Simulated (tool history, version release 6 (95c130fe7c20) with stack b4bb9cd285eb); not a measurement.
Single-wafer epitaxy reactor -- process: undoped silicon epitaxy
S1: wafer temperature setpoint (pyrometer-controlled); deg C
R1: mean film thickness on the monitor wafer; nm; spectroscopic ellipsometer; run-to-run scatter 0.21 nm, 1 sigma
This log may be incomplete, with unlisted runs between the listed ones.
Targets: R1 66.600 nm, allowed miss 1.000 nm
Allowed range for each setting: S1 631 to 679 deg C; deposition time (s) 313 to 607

run 1 hour=0.0 | S1=655 deposition_time_(s)=460 | R1=82.617
run 2 hour=2.7 | S1=653 deposition_time_(s)=460 | R1=78.188
run 3 hour=6.7 | S1=643 deposition_time_(s)=460 | R1=61.664
run 4 hour=7.7 | S1=637 deposition_time_(s)=460 | R1=52.515
run 5 hour=14.4 | S1=637 deposition_time_(s)=516 | R1=59.144
run 6 hour=23.1 | S1=638 deposition_time_(s)=516 | R1=60.629
run 7 hour=28.2 | S1=639 deposition_time_(s)=516 | R1=61.828
run 8 hour=35.3 | S1=639 deposition_time_(s)=516 | R1=62.168
run 9 hour=42.8 | S1=640 deposition_time_(s)=516 | R1=63.384
run 10 hour=51.2 | S1=643 deposition_time_(s)=516 | R1=68.584

5 next moves are on the table. One of them brings every result within its allowed miss. Which?
run A hour=59.6 | S1=644 deposition_time_(s)=512 | R1=?
run B hour=59.6 | S1=641 deposition_time_(s)=544 | R1=?
run C hour=59.6 | S1=647 deposition_time_(s)=496 | R1=?
run D hour=59.6 | S1=642 deposition_time_(s)=529 | R1=?
run E hour=59.6 | S1=644 deposition_time_(s)=485 | R1=?

move=A R1=69.874
move=B R1=68.806
move=C R1=72.997
move=D R1=68.630
move=E R1=66.190
A: further off than the last run
B: further off than the last run
C: further off than the last run
D: as far off as the last run
E: all results land within tolerance of their targets
E is the move that brings every result within its allowed miss.
